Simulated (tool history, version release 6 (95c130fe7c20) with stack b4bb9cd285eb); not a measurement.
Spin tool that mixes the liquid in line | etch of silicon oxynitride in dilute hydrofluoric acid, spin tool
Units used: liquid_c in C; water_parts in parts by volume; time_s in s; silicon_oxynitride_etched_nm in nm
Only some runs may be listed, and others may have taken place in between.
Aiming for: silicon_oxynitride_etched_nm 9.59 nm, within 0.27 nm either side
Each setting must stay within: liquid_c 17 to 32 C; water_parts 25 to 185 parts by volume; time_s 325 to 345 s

run,hour,liquid_c,water_parts,time_s,silicon_oxynitride_etched_nm
1,0,24,105,325,6.6582
2,1.2,24,125,325,5.4675
3,3.3,21,125,325,4.7906
4,11.9,21,150,325,3.9102
5,20.6,23.5,135,325,4.9419
6,23.1,23.5,135,345,5.2439
7,28.5,25.5,125,345,6.2825
8,36.1,27,120,345,6.9121
9,39.7,28,115,345,7.7366
10,48.4,29,115,345,7.9711
11,50.5,29.5,115,345,8.2262

Next run, 4 choices. One meets every target within its allowed miss, the rest don't. Which?
A,52.6,27.5,100,345,?
B,52.6,30,120,325,?
C,52.6,27.5,90,335,?
D,52.6,27.5,95,335,?

move,silicon_oxynitride_etched_nm
A,8.7305
B,7.5229
C,9.5088
D,8.9658
A: closes in on the targets versus the last run, not all within tolerance yet
B: moves away from the targets compared with the last run
C: hits every target within its allowed miss
D: closes in on the targets versus the last run, not all within tolerance yet
The right move is C.
